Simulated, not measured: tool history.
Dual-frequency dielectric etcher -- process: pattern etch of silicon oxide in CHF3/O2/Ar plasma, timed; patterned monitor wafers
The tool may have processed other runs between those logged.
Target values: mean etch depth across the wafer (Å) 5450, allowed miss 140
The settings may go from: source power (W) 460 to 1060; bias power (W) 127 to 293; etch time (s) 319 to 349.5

| run | hour | source power (W) | bias power (W) | etch time (s) | mean etch depth across the wafer (Å) |
|---|---|---|---|---|---|
| 1 | 0 | 760 | 210 | 349.5 | 7617.9 |
| 2 | 5 | 760 | 192 | 349.5 | 7285.8 |
| 3 | 10.5 | 700 | 173 | 343.5 | 6444.4 |
| 4 | 18.8 | 610 | 173 | 343.5 | 5852.4 |
| 5 | 20.3 | 610 | 142 | 343.5 | 5186.5 |
| 6 | 22.4 | 610 | 127 | 343.5 | 4802 |
| 7 | 30.2 | 650 | 128 | 343.5 | 5103.7 |
| 8 | 32.7 | 670 | 128 | 343.5 | 5136.3 |
| 9 | 40.7 | 690 | 128 | 343.5 | 5212 |
| 10 | 47.8 | 700 | 128 | 343.5 | 5286.8 |

Pick the move, out of 5, that brings all results within their allowed miss; only one does.
| A | 54.9 | 740 | 139 | 338.5 | ? |
| B | 54.9 | 640 | 162 | 342 | ? |
| C | 54.9 | 730 | 141 | 349.5 | ? |
| D | 54.9 | 700 | 149 | 319 | ? |
| E | 54.9 | 670 | 149 | 349.5 | ? |

| move | mean etch depth across the wafer (Å) |
|---|---|
| A | 5705.6 |
| B | 5792.4 |
| C | 5896.3 |
| D | 5431.2 |
| E | 5788.6 |
A: takes the biggest miss from the last run beyond its target
B: takes the biggest miss from the last run beyond its target
C: takes the biggest miss from the last run beyond its target
D: in spec on every target
E: takes the biggest miss from the last run beyond its target
Move D is the one to make.

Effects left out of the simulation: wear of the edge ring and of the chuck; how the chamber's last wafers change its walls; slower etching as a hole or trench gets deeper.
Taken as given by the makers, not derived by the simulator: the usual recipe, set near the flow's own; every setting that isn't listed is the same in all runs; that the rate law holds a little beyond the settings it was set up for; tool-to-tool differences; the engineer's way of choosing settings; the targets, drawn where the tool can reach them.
